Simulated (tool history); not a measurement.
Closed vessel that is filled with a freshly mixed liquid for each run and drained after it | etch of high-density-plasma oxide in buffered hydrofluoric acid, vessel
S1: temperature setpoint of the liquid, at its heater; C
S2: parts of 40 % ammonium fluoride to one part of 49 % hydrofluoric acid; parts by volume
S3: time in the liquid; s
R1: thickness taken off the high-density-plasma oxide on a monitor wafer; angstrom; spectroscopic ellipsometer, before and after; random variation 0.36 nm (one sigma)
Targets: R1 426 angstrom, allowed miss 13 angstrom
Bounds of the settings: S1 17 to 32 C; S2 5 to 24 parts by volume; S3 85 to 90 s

run	hour	S1	S2	S3	R1
1	0	24	14.5	85	689.67
2	7.5	23	14.5	85	649.06
3	13	23	14.5	85	656.07
4	16.8	26.5	14.5	85	790.46
5	22.2	29.5	14.5	85	930.04
6	29	29.5	14.5	85	922.34
7	37.3	28	15	85	831.55
8	38	26.5	15	85	765.24
9	40.7	25	15	85	712.67
10	43.2	24	15.5	85	633.88
11	45.9	20	16	85	499.38
12	52.1	20	16	85	507.12
13	60.5	19.5	16	85	489.05
14	67.6	19	16	85	476.59

Which of these 4 next moves meets every target?
A	74.7	20	19	85	?
B	74.7	19	14	90	?
C	74.7	20	17.5	85	?
D	74.7	19.5	15	85	?

move	R1
A	418.56
B	566.02
C	453.96
D	513.79
A: meets every target
B: further off than the last run
C: nearer than the last run, and not there yet
D: further off than the last run
Answer: A
